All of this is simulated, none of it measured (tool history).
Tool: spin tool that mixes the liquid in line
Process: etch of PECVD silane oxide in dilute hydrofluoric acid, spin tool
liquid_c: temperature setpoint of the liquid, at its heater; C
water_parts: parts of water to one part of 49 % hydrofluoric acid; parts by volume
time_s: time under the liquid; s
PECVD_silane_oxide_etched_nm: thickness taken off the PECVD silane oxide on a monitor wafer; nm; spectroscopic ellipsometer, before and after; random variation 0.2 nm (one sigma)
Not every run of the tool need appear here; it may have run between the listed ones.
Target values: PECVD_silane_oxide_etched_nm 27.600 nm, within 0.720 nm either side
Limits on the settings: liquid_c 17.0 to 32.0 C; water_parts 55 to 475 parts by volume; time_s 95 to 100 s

run 1 hour=0.0 | liquid_c=24.0 water_parts=265 time_s=95 | PECVD_silane_oxide_etched_nm=10.814
run 2 hour=3.0 | liquid_c=27.5 water_parts=265 time_s=95 | PECVD_silane_oxide_etched_nm=12.202
run 3 hour=7.2 | liquid_c=28.5 water_parts=230 time_s=95 | PECVD_silane_oxide_etched_nm=15.097
run 4 hour=11.7 | liquid_c=29.5 water_parts=205 time_s=95 | PECVD_silane_oxide_etched_nm=18.088
run 5 hour=20.1 | liquid_c=29.5 water_parts=205 time_s=95 | PECVD_silane_oxide_etched_nm=18.066
run 6 hour=24.7 | liquid_c=30.0 water_parts=190 time_s=95 | PECVD_silane_oxide_etched_nm=20.033
run 7 hour=26.3 | liquid_c=30.5 water_parts=180 time_s=95 | PECVD_silane_oxide_etched_nm=21.924
run 8 hour=31.2 | liquid_c=31.0 water_parts=170 time_s=95 | PECVD_silane_oxide_etched_nm=23.693
run 9 hour=39.4 | liquid_c=31.0 water_parts=165 time_s=95 | PECVD_silane_oxide_etched_nm=24.904
run 10 hour=48.1 | liquid_c=31.0 water_parts=160 time_s=95 | PECVD_silane_oxide_etched_nm=25.896

Below are 5 possible settings for the next run. Only one of them brings all results inside the allowed miss of their targets. Which is it?
run A hour=56.8 | liquid_c=32.0 water_parts=155 time_s=100 | PECVD_silane_oxide_etched_nm=?
run B hour=56.8 | liquid_c=31.5 water_parts=145 time_s=95 | PECVD_silane_oxide_etched_nm=?
run C hour=56.8 | liquid_c=31.5 water_parts=155 time_s=100 | PECVD_silane_oxide_etched_nm=?
run D hour=56.8 | liquid_c=30.5 water_parts=155 time_s=100 | PECVD_silane_oxide_etched_nm=?
run E hour=56.8 | liquid_c=27.5 water_parts=165 time_s=100 | PECVD_silane_oxide_etched_nm=?

move=A PECVD_silane_oxide_etched_nm=29.144
move=B PECVD_silane_oxide_etched_nm=29.478
move=C PECVD_silane_oxide_etched_nm=28.637
move=D PECVD_silane_oxide_etched_nm=27.640
move=E PECVD_silane_oxide_etched_nm=23.011
A: takes the biggest miss from the last run beyond its target
B: takes the biggest miss from the last run beyond its target
C: takes the biggest miss from the last run beyond its target
D: all results land within tolerance of their targets
E: misses by more than the last run did
Go with D: it meets all targets.
